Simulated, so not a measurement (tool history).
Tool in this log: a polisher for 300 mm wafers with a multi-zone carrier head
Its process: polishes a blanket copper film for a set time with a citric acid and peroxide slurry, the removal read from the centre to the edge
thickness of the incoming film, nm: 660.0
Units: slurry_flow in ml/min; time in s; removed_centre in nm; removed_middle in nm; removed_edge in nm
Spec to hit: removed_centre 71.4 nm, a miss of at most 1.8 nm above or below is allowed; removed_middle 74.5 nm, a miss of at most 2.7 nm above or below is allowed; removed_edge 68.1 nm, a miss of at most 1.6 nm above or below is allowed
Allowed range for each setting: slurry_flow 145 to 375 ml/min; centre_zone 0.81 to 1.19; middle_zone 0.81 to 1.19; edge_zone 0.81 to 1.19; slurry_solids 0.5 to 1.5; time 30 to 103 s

run,hour,slurry_flow,centre_zone,middle_zone,edge_zone,slurry_solids,time,removed_centre,removed_middle,removed_edge
1,0,240,1,1,1,1,66,101.14,100.85,98.956
2,6.1,220,1,1,1,1,66,100.04,98.327,99.3
3,10.6,220,1,0.95,1,1,66,99.096,94.256,99.356
4,15.8,245,0.98,0.96,0.96,0.85,62,89.93,87.254,88.767
5,24.4,245,0.98,0.96,1.03,0.85,62,90.785,87.849,92.779
6,26.2,245,0.98,0.89,1.03,0.85,62,91.145,83.903,93.258
7,29.3,255,0.97,0.93,0.97,0.75,60,84.612,81.131,84.947
8,34.9,255,0.96,0.95,0.93,0.7,59,81.352,78.919,80.598
9,41.6,250,0.95,0.98,0.89,0.65,58,77.921,79.815,76.832
10,47.5,245,0.95,0.98,0.87,0.6,57,75.136,75.822,72.562
11,48.4,230,0.95,0.99,0.86,0.6,57,74.91,76.91,71.95
12,50.3,215,0.94,0.99,0.85,0.6,57,71.902,74.482,72.27
13,55.1,250,0.96,1.02,0.82,0.5,55,69.821,73.542,66.254
14,60.3,255,0.96,1.02,0.83,0.5,55,71.29,73.929,66.209

5 next moves are on the table. One of them brings every result within its allowed miss. Which?
A,65.5,300,0.93,0.99,0.81,0.55,55,?,?,?
B,65.5,290,1.03,1.01,0.85,0.55,54,?,?,?
C,65.5,240,0.94,1.04,0.82,0.6,59,?,?,?
D,65.5,190,0.98,0.95,0.86,0.55,56,?,?,?
E,65.5,305,1,1.1,0.81,0.5,56,?,?,?

move,removed_centre,removed_middle,removed_edge
A,71.576,73.366,68.409
B,77.598,72.956,68.402
C,76.836,81.43,73.632
D,71.677,67.794,68.292
E,77.034,80.159,68.24
A: every result within its allowed miss
B: brings the last run's worst result on target, with another outside its allowed miss
C: moves the result that the last run missed by most past its target, out the other side
D: brings the last run's worst result on target, with another outside its allowed miss
E: brings the last run's worst result on target, with another outside its allowed miss
So the answer is move A, the one that meets all the targets.

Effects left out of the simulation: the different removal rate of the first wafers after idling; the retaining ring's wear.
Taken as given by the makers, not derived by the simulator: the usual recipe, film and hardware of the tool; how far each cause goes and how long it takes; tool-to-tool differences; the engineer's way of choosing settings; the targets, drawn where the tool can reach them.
